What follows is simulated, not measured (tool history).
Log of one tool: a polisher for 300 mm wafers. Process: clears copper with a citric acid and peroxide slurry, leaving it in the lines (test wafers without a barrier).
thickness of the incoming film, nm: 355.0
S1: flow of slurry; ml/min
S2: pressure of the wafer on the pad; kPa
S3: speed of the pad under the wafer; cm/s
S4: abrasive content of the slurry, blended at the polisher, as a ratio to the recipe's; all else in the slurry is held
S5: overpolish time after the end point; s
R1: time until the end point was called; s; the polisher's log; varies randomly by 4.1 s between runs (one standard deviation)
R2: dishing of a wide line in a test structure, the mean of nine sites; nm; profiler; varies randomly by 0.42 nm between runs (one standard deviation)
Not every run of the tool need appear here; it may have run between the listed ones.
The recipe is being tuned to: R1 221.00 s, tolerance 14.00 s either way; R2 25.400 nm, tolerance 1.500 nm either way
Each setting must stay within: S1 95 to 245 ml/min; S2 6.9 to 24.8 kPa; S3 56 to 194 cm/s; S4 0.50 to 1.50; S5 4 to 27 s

run 1 hour=0.0 | S1=155 S2=15.9 S3=124 S4=1.00 S5=14 | R1=201.07 R2=17.161
run 2 hour=3.3 | S1=155 S2=20.0 S3=124 S4=1.00 S5=14 | R1=164.62 R2=19.992
run 3 hour=9.9 | S1=155 S2=22.1 S3=124 S4=1.00 S5=14 | R1=158.91 R2=20.453
run 4 hour=11.7 | S1=155 S2=22.1 S3=124 S4=1.00 S5=9 | R1=166.88 R2=14.187
run 5 hour=18.3 | S1=150 S2=19.3 S3=124 S4=1.00 S5=12 | R1=180.32 R2=16.565
run 6 hour=23.1 | S1=150 S2=19.3 S3=104 S4=1.00 S5=12 | R1=209.29 R2=14.765
run 7 hour=23.9 | S1=150 S2=19.3 S3=96 S4=1.00 S5=18 | R1=233.31 R2=19.632
run 8 hour=25.6 | S1=150 S2=20.7 S3=96 S4=1.00 S5=22 | R1=219.56 R2=24.325

Below are 4 possible settings for the next run. Only one of them brings all results inside the allowed miss of their targets. Which is it?
run A hour=27.3 | S1=175 S2=23.4 S3=98 S4=0.80 S5=25 | R1=? R2=?
run B hour=27.3 | S1=155 S2=20.7 S3=92 S4=1.15 S5=21 | R1=? R2=?
run C hour=27.3 | S1=160 S2=22.1 S3=88 S4=0.95 S5=20 | R1=? R2=?
run D hour=27.3 | S1=190 S2=21.4 S3=86 S4=1.15 S5=24 | R1=? R2=?

move=A R1=203.77 R2=27.804
move=B R1=222.30 R2=22.065
move=C R1=230.36 R2=20.488
move=D R1=225.82 R2=24.505
A: moves the result that the last run missed by most past its target, out the other side
B: moves away from the targets compared with the last run
C: moves away from the targets compared with the last run
D: each result inside its tolerance
The right move is D.
